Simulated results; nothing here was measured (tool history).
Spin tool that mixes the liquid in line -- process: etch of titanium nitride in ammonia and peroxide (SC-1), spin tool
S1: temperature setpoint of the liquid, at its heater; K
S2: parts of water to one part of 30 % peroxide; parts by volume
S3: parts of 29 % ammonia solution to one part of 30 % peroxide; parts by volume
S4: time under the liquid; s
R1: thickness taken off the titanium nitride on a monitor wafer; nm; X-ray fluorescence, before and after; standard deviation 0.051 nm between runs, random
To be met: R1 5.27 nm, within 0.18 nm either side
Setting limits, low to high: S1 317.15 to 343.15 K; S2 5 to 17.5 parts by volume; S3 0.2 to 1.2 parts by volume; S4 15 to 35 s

run 1 hour=0 | S1=333.15 S2=9.5 S3=0.8 S4=35 | R1=3.4212
run 2 hour=7.4 | S1=334.65 S2=9.5 S3=0.8 S4=35 | R1=3.747
run 3 hour=12.3 | S1=334.65 S2=11 S3=0.8 S4=35 | R1=3.4673
run 4 hour=17.1 | S1=336.15 S2=11 S3=0.8 S4=35 | R1=3.8782
run 5 hour=24.6 | S1=336.15 S2=11 S3=0.95 S4=35 | R1=3.9459
run 6 hour=32.6 | S1=336.15 S2=11 S3=0.95 S4=35 | R1=3.9571
run 7 hour=41.2 | S1=337.15 S2=11 S3=0.95 S4=35 | R1=4.2409
run 8 hour=50.2 | S1=338.15 S2=11 S3=0.95 S4=35 | R1=4.5122
run 9 hour=54.7 | S1=338.65 S2=11 S3=0.95 S4=35 | R1=4.6339
run 10 hour=55.8 | S1=339.15 S2=11 S3=0.95 S4=35 | R1=4.851

Exercise: of the 4 proposed moves below, exactly one satisfies all targets within the stated allowed misses. Which move is it?
run A hour=56.9 | S1=343.15 S2=10.5 S3=0.85 S4=30 | R1=?
run B hour=56.9 | S1=338.15 S2=10.5 S3=1.2 S4=35 | R1=?
run C hour=56.9 | S1=340.65 S2=13.5 S3=0.9 S4=35 | R1=?
run D hour=56.9 | S1=340.15 S2=12.5 S3=1.05 S4=35 | R1=?

move=A R1=5.3238
move=B R1=4.7828
move=C R1=4.7102
move=D R1=4.8707
A: hits every target within its allowed miss
B: its largest miss is bigger than the last run's
C: its largest miss is bigger than the last run's
D: no nearer and no further than the last run
The right move is A.
